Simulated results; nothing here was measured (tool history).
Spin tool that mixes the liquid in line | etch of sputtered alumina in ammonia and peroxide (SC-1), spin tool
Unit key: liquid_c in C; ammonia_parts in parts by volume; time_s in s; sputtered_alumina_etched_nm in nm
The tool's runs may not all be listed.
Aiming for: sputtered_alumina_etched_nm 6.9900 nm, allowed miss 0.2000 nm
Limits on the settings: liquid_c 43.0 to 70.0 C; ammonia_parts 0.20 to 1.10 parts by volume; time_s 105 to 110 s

run    day  liquid_c  ammonia_parts  time_s  sputtered_alumina_etched_nm
  1  0.000      59.0           0.60     105                      11.9300
  2  0.296      53.5           0.60     105                       8.9170
  3  0.512      53.5           0.75     105                       9.0098
  4  0.546      53.5           0.75     110                       9.5786
  5  0.646      60.5           0.75     110                      14.0130
  6  0.742      60.5           0.75     105                      13.1410
  7  0.854      59.5           0.75     105                      12.4540
  8  1.133      51.5           0.70     105                       8.3347
  9  1.454      51.0           0.70     105                       7.8857
 10  1.708      49.5           0.70     105                       7.3724

Exactly one of the 5 candidate moves below puts every result within its allowed miss. Which one?
  A  1.962      48.5           0.75     105                            ?
  B  1.962      50.0           0.80     105                            ?
  C  1.962      46.5           0.70     110                            ?
  D  1.962      50.0           0.75     105                            ?
  E  1.962      50.5           0.85     105                            ?

move  sputtered_alumina_etched_nm
   A                       6.9837
   B                       7.6344
   C                       6.4986
   D                       7.5876
   E                       7.8923
A: meets every target
B: further off than the last run
C: takes the result that was furthest off past its target
D: further off than the last run
E: further off than the last run
The right move is A.

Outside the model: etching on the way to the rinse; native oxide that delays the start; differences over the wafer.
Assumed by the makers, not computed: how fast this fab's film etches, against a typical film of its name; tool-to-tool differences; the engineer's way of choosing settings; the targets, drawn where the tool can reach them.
